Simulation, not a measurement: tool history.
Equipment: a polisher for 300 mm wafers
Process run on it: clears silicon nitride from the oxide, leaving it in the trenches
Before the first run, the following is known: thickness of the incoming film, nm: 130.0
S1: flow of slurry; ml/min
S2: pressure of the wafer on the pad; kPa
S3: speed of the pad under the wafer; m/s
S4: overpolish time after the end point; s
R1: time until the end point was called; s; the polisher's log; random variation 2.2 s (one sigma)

{"run": 1, "day": 0.0, "S1": 160, "S2": 22.1, "S3": 1.26, "S4": 30, "R1": 101.85}
{"run": 2, "day": 0.108, "S1": 160, "S2": 22.1, "S3": 1.26, "S4": 32, "R1": 100.56}
{"run": 3, "day": 0.404, "S1": 160, "S2": 20.7, "S3": 1.22, "S4": 32, "R1": 108.16}
{"run": 4, "day": 0.542, "S1": 125, "S2": 20.7, "S3": 1.22, "S4": 32, "R1": 115.28}
{"run": 5, "day": 0.6, "S1": 125, "S2": 16.5, "S3": 1.22, "S4": 32, "R1": 136.19}
{"run": 6, "day": 0.642, "S1": 125, "S2": 20.0, "S3": 1.22, "S4": 32, "R1": 118.08}
{"run": 7, "day": 0.758, "S1": 125, "S2": 18.6, "S3": 1.18, "S4": 32, "R1": 129.52}
{"run": 8, "day": 0.958, "S1": 125, "S2": 17.2, "S3": 1.16, "S4": 32, "R1": 138.25}

Predict the results of run 9:
{"run": 9, "day": 1.021, "S1": 125, "S2": 16.5, "S3": 1.14, "S4": 32, "R1": "?"}

Run 9 came out at R1 144.96 s.
